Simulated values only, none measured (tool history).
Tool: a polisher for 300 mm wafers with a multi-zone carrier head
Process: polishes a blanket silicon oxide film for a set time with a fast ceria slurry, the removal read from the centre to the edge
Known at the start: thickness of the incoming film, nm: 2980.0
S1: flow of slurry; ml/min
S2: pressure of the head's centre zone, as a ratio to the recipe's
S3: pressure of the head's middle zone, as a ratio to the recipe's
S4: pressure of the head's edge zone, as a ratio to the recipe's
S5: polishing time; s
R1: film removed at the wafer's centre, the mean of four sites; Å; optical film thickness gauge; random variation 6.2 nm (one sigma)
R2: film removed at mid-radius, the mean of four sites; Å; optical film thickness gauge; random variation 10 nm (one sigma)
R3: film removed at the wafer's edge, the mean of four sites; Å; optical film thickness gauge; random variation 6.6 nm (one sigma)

{"run": 1, "hour": 0.0, "S1": 195, "S2": 1.0, "S3": 1.0, "S4": 1.0, "S5": 84, "R1": 8284.0, "R2": 8650.1, "R3": 8419.4}
{"run": 2, "hour": 0.6, "S1": 195, "S2": 1.0, "S3": 1.0, "S4": 1.0, "S5": 77, "R1": 7550.3, "R2": 7848.2, "R3": 7634.1}
{"run": 3, "hour": 7.1, "S1": 190, "S2": 0.99, "S3": 1.0, "S4": 0.99, "S5": 77, "R1": 7622.5, "R2": 7849.7, "R3": 7586.4}
{"run": 4, "hour": 8.9, "S1": 190, "S2": 0.97, "S3": 1.01, "S4": 0.98, "S5": 76, "R1": 7151.5, "R2": 7809.7, "R3": 7492.2}
{"run": 5, "hour": 16.8, "S1": 190, "S2": 0.97, "S3": 1.01, "S4": 0.98, "S5": 62, "R1": 5887.2, "R2": 6326.1, "R3": 6147.0}
{"run": 6, "hour": 22.2, "S1": 190, "S2": 0.97, "S3": 1.01, "S4": 0.98, "S5": 53, "R1": 5069.1, "R2": 5477.5, "R3": 5183.6}

Forecast run 7:
{"run": 7, "hour": 31.0, "S1": 195, "S2": 0.97, "S3": 1.02, "S4": 0.99, "S5": 55, "R1": "?", "R2": "?", "R3": "?"}

Run 7 gave R1 5275.1 Å, R2 5817.6 Å, R3 5449.7 Å.
